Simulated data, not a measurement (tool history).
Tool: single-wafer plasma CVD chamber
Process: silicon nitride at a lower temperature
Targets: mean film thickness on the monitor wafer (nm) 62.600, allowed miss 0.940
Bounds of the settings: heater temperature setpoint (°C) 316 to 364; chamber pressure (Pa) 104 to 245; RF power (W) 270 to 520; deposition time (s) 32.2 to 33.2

run,hour,heater temperature setpoint (°C),chamber pressure (Pa),RF power (W),deposition time (s),mean film thickness on the monitor wafer (nm)
1,0.0,340,175,395,32.2,44.779
2,4.3,340,175,440,32.2,49.517
3,6.8,340,200,440,32.2,52.195
4,15.5,344,200,440,32.2,52.115
# hour 21.8: RF generator calibrated
5,21.8,344,215,455,32.2,58.856
6,29.9,344,215,455,33.2,60.596
7,38.7,345,217,455,33.2,60.812
8,41.1,345,220,455,33.2,61.027
9,47.6,345,223,455,33.2,61.262
10,52.6,345,225,455,33.2,61.596
11,61.2,345,227,455,33.2,61.526

5 next moves are on the table. One of them brings every result within its allowed miss. Which?
A,69.8,347,221,460,32.4,?
B,69.8,344,225,465,32.2,?
C,69.8,338,231,435,33.2,?
D,69.8,352,219,465,32.9,?
E,69.8,343,239,455,33.2,?

move,mean film thickness on the monitor wafer (nm)
A,59.981
B,60.546
C,59.758
D,61.032
E,62.661
A: further off than the last run
B: further off than the last run
C: further off than the last run
D: further off than the last run
E: meets every target
Answer: E
